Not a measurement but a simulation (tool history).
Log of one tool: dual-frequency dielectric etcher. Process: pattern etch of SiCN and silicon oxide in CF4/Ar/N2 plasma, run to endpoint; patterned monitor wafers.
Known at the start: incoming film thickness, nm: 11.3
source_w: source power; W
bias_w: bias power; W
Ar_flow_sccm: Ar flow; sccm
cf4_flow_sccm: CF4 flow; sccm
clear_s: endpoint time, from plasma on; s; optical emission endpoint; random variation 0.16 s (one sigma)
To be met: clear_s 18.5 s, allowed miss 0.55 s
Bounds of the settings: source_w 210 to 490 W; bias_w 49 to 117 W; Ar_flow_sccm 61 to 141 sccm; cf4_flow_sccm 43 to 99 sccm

run	hour	source_w	bias_w	Ar_flow_sccm	cf4_flow_sccm	clear_s
1	0	350	83	101	71	15.561
2	6.5	350	83	111	71	15.588
3	7.1	340	83	111	71	16.309
4	8.7	340	83	126	71	16.545
5	16.6	370	83	126	71	15.296
6	24.2	360	83	126	71	15.666
7	33	350	83	126	71	15.938
8	34.7	340	83	126	71	16.166
9	38	330	82	126	71	17.145
10	45.8	330	82	126	71	16.813
11	52	320	82	126	71	17.297

5 next moves are on the table. One of them brings every result within its allowed miss. Which?
A	58.2	310	78	128	57	?
B	58.2	320	98	119	74	?
C	58.2	370	85	126	74	?
D	58.2	310	98	141	76	?
E	58.2	340	85	113	76	?

move	clear_s
A	18.485
B	16.257
C	15.234
D	16.986
E	15.95
A: meets every target
B: further off than the last run
C: further off than the last run
D: further off than the last run
E: further off than the last run
Answer: A
